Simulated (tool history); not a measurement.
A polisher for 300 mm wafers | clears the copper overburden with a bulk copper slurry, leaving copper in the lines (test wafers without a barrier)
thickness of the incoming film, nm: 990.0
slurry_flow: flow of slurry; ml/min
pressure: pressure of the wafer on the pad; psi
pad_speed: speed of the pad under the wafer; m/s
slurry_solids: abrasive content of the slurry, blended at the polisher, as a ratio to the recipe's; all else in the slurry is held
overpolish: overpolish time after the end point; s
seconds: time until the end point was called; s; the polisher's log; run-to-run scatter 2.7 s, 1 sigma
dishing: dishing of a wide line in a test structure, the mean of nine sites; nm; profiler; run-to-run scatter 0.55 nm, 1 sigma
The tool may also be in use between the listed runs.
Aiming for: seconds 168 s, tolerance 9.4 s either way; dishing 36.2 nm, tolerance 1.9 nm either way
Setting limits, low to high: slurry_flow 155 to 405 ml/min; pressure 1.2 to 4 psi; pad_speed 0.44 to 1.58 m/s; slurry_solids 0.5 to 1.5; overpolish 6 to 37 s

run  hour  slurry_flow  pressure  pad_speed  slurry_solids  overpolish  seconds  dishing
  1     0          260       2.6          1              1          19   132.05   66.829
  2   1.3          260       2.2       1.08              1          15      141   52.631
  3   8.6          260       1.6       1.08              1          15   191.09    42.55
  4  16.7          305       1.6       1.08              1          15    191.5   43.197
  5  20.6          305       1.6        1.1              1          13   191.98   39.955
  6  29.1          305       1.6        1.1              1          19   188.01   51.033
  7  35.3          305       1.6       1.12              1          16   189.63   47.247
  8  41.9          305       1.6       1.12              1          16    184.6   46.577
  9  46.6          300       1.6       1.12              1          14   188.64   42.427
 10  49.4          295       1.7       1.12              1          12   169.22   40.487

Below are 4 possible settings for the next run. Only one of them brings all results inside the allowed miss of their targets. Which is it?
  A  52.2          310       1.7       1.12           1.05          15        ?        ?
  B  52.2          295       1.7        1.1           1.05          13        ?        ?
  C  52.2          265       1.8       1.16           0.85          13        ?        ?
  D  52.2          310       1.5       1.38            0.9          10        ?        ?

move  seconds  dishing
   A   172.94   46.843
   B   176.66    42.08
   C   169.17   43.568
   D   166.46   36.095
A: the biggest miss grows against the last run
B: the biggest miss grows against the last run
C: the biggest miss grows against the last run
D: all results land within tolerance of their targets
The move that meets every target is D.
